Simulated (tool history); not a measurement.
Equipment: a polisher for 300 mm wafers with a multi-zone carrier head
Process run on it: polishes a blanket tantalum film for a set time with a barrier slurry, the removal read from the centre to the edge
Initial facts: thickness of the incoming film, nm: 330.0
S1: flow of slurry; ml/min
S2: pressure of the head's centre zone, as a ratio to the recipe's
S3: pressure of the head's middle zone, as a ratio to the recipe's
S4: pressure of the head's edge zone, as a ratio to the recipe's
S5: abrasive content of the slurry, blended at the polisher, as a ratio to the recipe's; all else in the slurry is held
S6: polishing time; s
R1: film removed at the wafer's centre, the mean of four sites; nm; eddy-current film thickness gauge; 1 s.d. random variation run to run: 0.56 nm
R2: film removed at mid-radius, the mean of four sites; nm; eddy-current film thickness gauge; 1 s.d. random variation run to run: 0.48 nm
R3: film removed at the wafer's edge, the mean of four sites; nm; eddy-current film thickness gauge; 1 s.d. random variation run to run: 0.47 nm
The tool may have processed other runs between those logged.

| run | hour | S1 | S2 | S3 | S4 | S5 | S6 | R1 | R2 | R3 |
|---|---|---|---|---|---|---|---|---|---|---|
| 1 | 0 | 250 | 1 | 1 | 1 | 1 | 38 | 62.598 | 65.079 | 65.46 |
| 2 | 6.8 | 250 | 1 | 1.05 | 1 | 1 | 38 | 63.352 | 68.516 | 65.913 |
| 3 | 9.5 | 250 | 1 | 1.05 | 1 | 1 | 31 | 51.922 | 55.697 | 53.228 |
| 4 | 13.5 | 295 | 1 | 1.05 | 1 | 1 | 31 | 52.491 | 56.533 | 54.104 |
| 5 | 19.3 | 295 | 0.92 | 1.05 | 1 | 1 | 31 | 49.473 | 56.35 | 54.8 |
| 6 | 27 | 340 | 0.92 | 1.05 | 1 | 1 | 31 | 49.172 | 56.379 | 55.18 |
| 7 | 30.6 | 340 | 0.95 | 1.02 | 0.99 | 1 | 31 | 51.73 | 54.813 | 53.604 |
| 8 | 35.8 | 340 | 0.96 | 1 | 0.99 | 1 | 31 | 51.505 | 54.186 | 53.856 |
| 9 | 41.7 | 340 | 0.98 | 0.98 | 0.98 | 1 | 31 | 51.798 | 53.402 | 53.533 |

The next listed run, before its measurement:
| 10 | 44.2 | 345 | 1 | 0.96 | 0.97 | 1 | 31 | ? | ? | ? |

R1: 54.175 nm
R2: 53.043 nm
R3: 53.504 nm
